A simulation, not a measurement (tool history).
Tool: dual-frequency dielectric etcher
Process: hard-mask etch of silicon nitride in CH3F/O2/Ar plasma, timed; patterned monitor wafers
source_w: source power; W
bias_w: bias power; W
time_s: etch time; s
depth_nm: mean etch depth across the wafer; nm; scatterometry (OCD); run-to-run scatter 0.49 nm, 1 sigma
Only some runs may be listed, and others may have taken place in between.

run,hour,source_w,bias_w,time_s,depth_nm
1,0.0,390,63,219.5,155.57
2,7.9,350,62,219.5,146.72
3,9.6,330,62,219.5,142.08
4,17.0,320,62,219.5,139.82
5,22.7,360,62,219.5,148.47
6,25.9,360,53,219.5,142.42

Run 7 is up next; what results do you expect?
7,29.2,350,53,219.5,?

depth_nm: 141.56 nm
